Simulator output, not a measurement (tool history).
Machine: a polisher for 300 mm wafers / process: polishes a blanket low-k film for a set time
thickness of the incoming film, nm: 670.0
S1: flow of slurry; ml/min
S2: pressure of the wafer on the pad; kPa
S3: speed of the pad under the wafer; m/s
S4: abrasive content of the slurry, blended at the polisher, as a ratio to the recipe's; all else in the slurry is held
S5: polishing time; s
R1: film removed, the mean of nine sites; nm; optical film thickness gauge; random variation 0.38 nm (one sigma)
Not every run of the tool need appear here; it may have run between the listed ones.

| run | hour | S1 | S2 | S3 | S4 | S5 | R1 |
|---|---|---|---|---|---|---|---|
| 1 | 0.0 | 200 | 12.4 | 1.04 | 1.0 | 87 | 34.056 |
| 2 | 2.2 | 205 | 13.1 | 1.04 | 1.0 | 87 | 36.003 |
| 3 | 10.5 | 205 | 14.5 | 1.04 | 1.0 | 87 | 39.649 |
| 4 | 15.3 | 205 | 14.5 | 1.04 | 1.1 | 87 | 41.246 |
| 5 | 16.7 | 205 | 11.7 | 1.04 | 1.1 | 87 | 33.585 |
| 6 | 19.6 | 205 | 13.1 | 1.04 | 1.1 | 87 | 37.451 |
| 7 | 25.7 | 210 | 13.1 | 1.04 | 1.1 | 87 | 37.169 |
| 8 | 29.9 | 210 | 13.8 | 1.04 | 1.1 | 87 | 39.606 |

Run 9 comes next. What will it give?
| 9 | 31.7 | 215 | 13.8 | 1.04 | 1.1 | 87 | ? |

R1: 39.143 nm
